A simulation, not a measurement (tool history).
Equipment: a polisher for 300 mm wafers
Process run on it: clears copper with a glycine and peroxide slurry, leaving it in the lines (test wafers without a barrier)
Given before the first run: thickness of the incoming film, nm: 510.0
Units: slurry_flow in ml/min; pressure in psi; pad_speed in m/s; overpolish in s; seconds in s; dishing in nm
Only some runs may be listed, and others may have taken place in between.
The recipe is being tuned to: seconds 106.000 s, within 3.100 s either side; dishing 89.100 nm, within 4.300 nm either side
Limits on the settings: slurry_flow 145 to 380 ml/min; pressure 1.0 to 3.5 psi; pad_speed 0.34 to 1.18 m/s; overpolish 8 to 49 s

run    day  slurry_flow  pressure  pad_speed  overpolish  seconds  dishing
  1  0.000          245       2.2       0.76          25  133.950   58.678
  2  0.117          245       1.9       0.76          25  148.600   54.046
  3  0.462          225       1.9       0.76          25  150.010   53.123
  4  0.633          225       1.6       0.76          25  167.900   47.463
  5  0.912          230       1.9       0.76          26  149.090   54.576
  6  1.054          235       2.1       0.76          27  139.380   59.096
  7  1.088          245       2.3       0.76          29  131.460   67.832
  8  1.442          250       2.4       0.76          30  127.150   70.868
  9  1.562          250       2.5       0.76          31  122.310   73.351
 10  1.638          255       2.6       0.76          32  120.550   78.882

Exactly one of the 5 candidate moves below puts every result within its allowed miss. Which one?
  A  1.712          295       3.0       0.84          39        ?        ?
  B  1.712          220       2.8       0.84          35        ?        ?
  C  1.712          250       2.8       0.74          36        ?        ?
  D  1.712          225       3.2       0.80          25        ?        ?
  E  1.712          265       3.1       0.74          27        ?        ?

move  seconds  dishing
   A   98.399  102.680
   B  107.200   90.084
   C  116.660   87.267
   D  100.480   75.196
   E  107.490   75.804
A: carries the result that was furthest off beyond its target, to the other side
B: all results in spec
C: nearer the targets than the last run, but a result is still out of spec
D: carries the result that was furthest off beyond its target, to the other side
E: meets the target for the result that was furthest off, but another lies outside its allowed miss
Correct choice: B, which meets every target
